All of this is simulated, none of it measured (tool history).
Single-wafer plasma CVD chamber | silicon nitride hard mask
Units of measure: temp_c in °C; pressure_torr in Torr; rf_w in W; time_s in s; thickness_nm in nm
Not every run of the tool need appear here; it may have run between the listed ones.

Run 1, day 0: temp_c 420 °C, pressure_torr 1.52 Torr, rf_w 320 W, time_s 45.6 s. Result: thickness_nm 48.945 nm.
Run 2, day 0.308: temp_c 420 °C, pressure_torr 1.52 Torr, rf_w 320 W, time_s 45.6 s. Result: thickness_nm 48.363 nm.
Run 3, day 0.608: temp_c 420 °C, pressure_torr 1.62 Torr, rf_w 320 W, time_s 45.6 s. Result: thickness_nm 49.304 nm.
Run 4, day 0.858: temp_c 420 °C, pressure_torr 1.62 Torr, rf_w 360 W, time_s 45.6 s. Result: thickness_nm 55.306 nm.
Run 5, day 0.933: temp_c 415 °C, pressure_torr 1.62 Torr, rf_w 360 W, time_s 45.6 s. Result: thickness_nm 55.416 nm.
Run 6, day 1.288: temp_c 415 °C, pressure_torr 1.62 Torr, rf_w 360 W, time_s 45.6 s. Result: thickness_nm 55.179 nm.
Run 7, day 1.588: temp_c 415 °C, pressure_torr 1.53 Torr, rf_w 350 W, time_s 45.6 s. Result: thickness_nm 53.435 nm.
Run 8, day 1.638: temp_c 416 °C, pressure_torr 1.44 Torr, rf_w 340 W, time_s 45.6 s. Result: thickness_nm 51.046 nm.
Run 9, day 1.829: temp_c 416 °C, pressure_torr 1.14 Torr, rf_w 290 W, time_s 45.2 s. Result: thickness_nm 40.014 nm.

Run 10 has not been measured yet. What should we expect?
Run 10, day 1.942: temp_c 416 °C, pressure_torr 1.15 Torr, rf_w 290 W, time_s 45.2 s. Result: thickness_nm ?.

{"run 10": {"thickness_nm": 40.067}}
